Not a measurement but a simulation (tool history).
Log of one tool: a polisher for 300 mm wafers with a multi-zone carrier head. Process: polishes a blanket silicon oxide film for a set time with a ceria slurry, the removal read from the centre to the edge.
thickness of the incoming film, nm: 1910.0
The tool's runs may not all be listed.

| run | day | flow of slurry (ml/min) | pressure of the head's centre zone | pressure of the head's middle zone | pressure of the head's edge zone | polishing time (s) | film removed at the wafer's centre (angstrom) | film removed at mid-radius (angstrom) | film removed at the wafer's edge (angstrom) |
|---|---|---|---|---|---|---|---|---|---|
| 1 | 0.000 | 265 | 1.00 | 1.00 | 1.00 | 40 | 1880.2 | 1882.4 | 1911.4 |
| 2 | 0.233 | 270 | 1.01 | 1.01 | 0.97 | 38 | 1779.6 | 1789.6 | 1780.5 |
| 3 | 0.296 | 270 | 1.03 | 1.02 | 0.94 | 36 | 1725.1 | 1711.5 | 1655.0 |
| 4 | 0.412 | 270 | 1.03 | 1.02 | 0.86 | 36 | 1714.9 | 1728.9 | 1573.8 |
| 5 | 0.779 | 270 | 1.03 | 1.02 | 0.93 | 36 | 1741.7 | 1707.0 | 1651.7 |
| 6 | 0.967 | 270 | 1.03 | 1.02 | 0.91 | 35 | 1696.5 | 1644.2 | 1567.6 |
| 7 | 1.292 | 265 | 1.03 | 1.02 | 0.89 | 34 | 1638.5 | 1643.7 | 1505.7 |
| 8 | 1.650 | 240 | 1.06 | 0.95 | 0.81 | 29 | 1421.5 | 1315.2 | 1226.4 |
| 9 | 1.758 | 250 | 1.06 | 0.96 | 0.82 | 29 | 1412.8 | 1310.9 | 1247.1 |
| 10 | 1.954 | 255 | 1.06 | 0.98 | 0.82 | 29 | 1406.9 | 1328.0 | 1255.6 |

Run 11 comes next. What will it give?
| 11 | 2.242 | 255 | 1.07 | 1.00 | 0.82 | 29 | ? | ? | ? |

film removed at the wafer's centre (angstrom): 1428.0
film removed at mid-radius (angstrom): 1359.5
film removed at the wafer's edge (angstrom): 1247.2
